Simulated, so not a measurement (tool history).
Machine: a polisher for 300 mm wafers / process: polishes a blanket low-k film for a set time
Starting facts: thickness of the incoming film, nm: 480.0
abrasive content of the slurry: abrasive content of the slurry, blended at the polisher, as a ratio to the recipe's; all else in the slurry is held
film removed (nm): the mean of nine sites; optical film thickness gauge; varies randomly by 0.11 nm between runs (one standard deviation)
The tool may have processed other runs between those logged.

| run | hour | flow of slurry (ml/min) | pressure of the wafer on the pad (psi) | speed of the pad under the wafer (m/s) | abrasive content of the slurry | polishing time (s) | film removed (nm) |
|---|---|---|---|---|---|---|---|
| 1 | 0.0 | 225 | 1.6 | 0.78 | 1.0 | 59 | 18.357 |
| 2 | 3.4 | 225 | 1.6 | 0.94 | 1.0 | 59 | 21.139 |
| 3 | 4.3 | 225 | 1.6 | 0.94 | 0.9 | 59 | 19.941 |
| 4 | 10.7 | 265 | 1.6 | 0.94 | 0.9 | 59 | 20.606 |
| 5 | 12.0 | 320 | 1.6 | 0.94 | 0.9 | 59 | 20.727 |
| 6 | 15.4 | 280 | 1.6 | 0.94 | 0.9 | 59 | 20.331 |
| 7 | 20.8 | 280 | 1.4 | 0.94 | 0.9 | 59 | 18.057 |

Run 8 has not been measured yet. What should we expect?
| 8 | 24.7 | 280 | 1.4 | 0.94 | 0.9 | 59 | ? |

{"run 8": {"film removed (nm)": 17.859}}
